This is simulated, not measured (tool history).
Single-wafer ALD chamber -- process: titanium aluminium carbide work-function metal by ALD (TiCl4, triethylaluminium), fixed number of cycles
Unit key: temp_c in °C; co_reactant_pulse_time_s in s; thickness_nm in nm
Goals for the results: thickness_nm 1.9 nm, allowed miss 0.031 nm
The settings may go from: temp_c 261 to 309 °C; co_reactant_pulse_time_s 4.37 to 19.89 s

| run | hour | temp_c | co_reactant_pulse_time_s | thickness_nm |
|---|---|---|---|---|
| 1 | 0 | 285 | 12.13 | 1.7537 |
| 2 | 1.9 | 285 | 9.51 | 1.7166 |
| 3 | 8.7 | 285 | 7.75 | 1.6555 |
| 4 | 12.6 | 285 | 9.77 | 1.7106 |
| 5 | 21.2 | 285 | 11.76 | 1.733 |
| 6 | 29.8 | 295 | 11.76 | 1.81 |
| 7 | 32 | 297 | 12.02 | 1.8364 |
| 8 | 34.5 | 298 | 12.18 | 1.8522 |
| 9 | 35.4 | 299 | 12.29 | 1.8593 |

Which single option among these 4 for the next run brings every result within its allowed miss of target? Just one does.
| A | 36.3 | 291 | 10.07 | ? |
| B | 36.3 | 292 | 11.84 | ? |
| C | 36.3 | 294 | 10.5 | ? |
| D | 36.3 | 301 | 13.94 | ? |

| move | thickness_nm |
|---|---|
| A | 1.7749 |
| B | 1.8083 |
| C | 1.8071 |
| D | 1.8998 |
A: the biggest miss grows against the last run
B: the biggest miss grows against the last run
C: the biggest miss grows against the last run
D: in spec on every target
D meets every target.

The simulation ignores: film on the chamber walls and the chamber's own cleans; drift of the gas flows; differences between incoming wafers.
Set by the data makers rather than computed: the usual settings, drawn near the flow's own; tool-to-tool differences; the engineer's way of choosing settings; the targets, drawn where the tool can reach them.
